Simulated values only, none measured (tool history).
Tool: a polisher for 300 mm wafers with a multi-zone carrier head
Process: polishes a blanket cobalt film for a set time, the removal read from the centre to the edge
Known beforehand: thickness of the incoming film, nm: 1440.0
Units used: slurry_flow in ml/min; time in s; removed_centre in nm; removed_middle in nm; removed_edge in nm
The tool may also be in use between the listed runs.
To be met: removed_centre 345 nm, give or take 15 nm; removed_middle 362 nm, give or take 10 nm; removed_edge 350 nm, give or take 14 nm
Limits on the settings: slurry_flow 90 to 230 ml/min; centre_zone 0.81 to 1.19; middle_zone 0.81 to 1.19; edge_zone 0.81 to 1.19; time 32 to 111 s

| run | hour | slurry_flow | centre_zone | middle_zone | edge_zone | time | removed_centre | removed_middle | removed_edge |
|---|---|---|---|---|---|---|---|---|---|
| 1 | 0 | 150 | 1 | 1 | 1 | 71 | 524.79 | 512.16 | 508.65 |
| 2 | 1 | 135 | 1 | 1 | 1 | 71 | 518.81 | 499.86 | 497.52 |
| 3 | 9.8 | 135 | 1 | 1 | 0.95 | 71 | 503.47 | 503.5 | 487.7 |
| 4 | 14 | 135 | 1 | 1.08 | 0.95 | 71 | 514.96 | 534.52 | 482.97 |
| 5 | 17.3 | 130 | 0.99 | 1.06 | 0.94 | 68 | 472.36 | 497.63 | 458.95 |
| 6 | 24.1 | 130 | 1.03 | 1.06 | 0.94 | 68 | 500.63 | 493.89 | 467.81 |
| 7 | 26.2 | 130 | 1.02 | 1.05 | 0.93 | 65 | 477.56 | 474.98 | 440.3 |
| 8 | 34.3 | 130 | 1.01 | 1.03 | 0.92 | 63 | 458.89 | 447.56 | 418.07 |
| 9 | 42.1 | 125 | 0.99 | 1.01 | 0.91 | 63 | 438.06 | 439.03 | 419.15 |
| 10 | 43.4 | 125 | 0.98 | 1 | 0.9 | 62 | 434.35 | 430.96 | 413.83 |
| 11 | 45.8 | 125 | 0.97 | 1 | 0.89 | 61 | 422.35 | 426.49 | 396.19 |
| 12 | 54.2 | 100 | 0.87 | 0.9 | 0.84 | 58 | 327.79 | 346.46 | 355.21 |

5 candidate next runs follow, results not yet known. Just one meets every target within its allowed miss. Identify it.
| A | 62.6 | 140 | 0.87 | 1.01 | 0.81 | 55 | ? | ? | ? |
| B | 62.6 | 150 | 1.03 | 1.08 | 0.81 | 50 | ? | ? | ? |
| C | 62.6 | 90 | 0.94 | 0.93 | 0.84 | 58 | ? | ? | ? |
| D | 62.6 | 145 | 0.89 | 0.94 | 0.85 | 53 | ? | ? | ? |
| E | 62.6 | 115 | 0.95 | 1.02 | 0.81 | 52 | ? | ? | ? |

| move | removed_centre | removed_middle | removed_edge |
|---|---|---|---|
| A | 339.94 | 395.99 | 351.86 |
| B | 372.49 | 386.19 | 322.83 |
| C | 337.45 | 345.5 | 347.72 |
| D | 337.81 | 361.81 | 348.49 |
| E | 333.07 | 360.22 | 321.96 |
A: carries the result that was furthest off beyond its target, to the other side
B: carries the result that was furthest off beyond its target, to the other side
C: its largest miss is bigger than the last run's
D: all results land within tolerance of their targets
E: meets the target for the result that was furthest off, but another lies outside its allowed miss
Answer: D

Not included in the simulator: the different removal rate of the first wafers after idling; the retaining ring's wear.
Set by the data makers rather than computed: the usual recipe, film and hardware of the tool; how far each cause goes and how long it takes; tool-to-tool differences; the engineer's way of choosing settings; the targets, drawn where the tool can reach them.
